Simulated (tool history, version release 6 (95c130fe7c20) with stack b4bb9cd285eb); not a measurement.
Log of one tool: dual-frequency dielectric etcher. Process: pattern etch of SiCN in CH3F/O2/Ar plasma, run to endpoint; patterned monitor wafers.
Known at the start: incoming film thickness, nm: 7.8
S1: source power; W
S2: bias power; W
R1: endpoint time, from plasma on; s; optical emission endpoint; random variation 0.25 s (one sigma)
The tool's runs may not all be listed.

run 1 hour=0.0 | S1=480 S2=63 | R1=21.461
run 2 hour=6.2 | S1=440 S2=58 | R1=23.207
run 3 hour=12.8 | S1=440 S2=62 | R1=22.355
run 4 hour=14.1 | S1=390 S2=62 | R1=23.386
run 5 hour=17.9 | S1=330 S2=62 | R1=25.555
run 6 hour=18.6 | S1=320 S2=61 | R1=26.392

The next listed run, before its measurement:
run 7 hour=27.4 | S1=310 S2=60 | R1=?

{"run 7": {"R1": 26.607}}

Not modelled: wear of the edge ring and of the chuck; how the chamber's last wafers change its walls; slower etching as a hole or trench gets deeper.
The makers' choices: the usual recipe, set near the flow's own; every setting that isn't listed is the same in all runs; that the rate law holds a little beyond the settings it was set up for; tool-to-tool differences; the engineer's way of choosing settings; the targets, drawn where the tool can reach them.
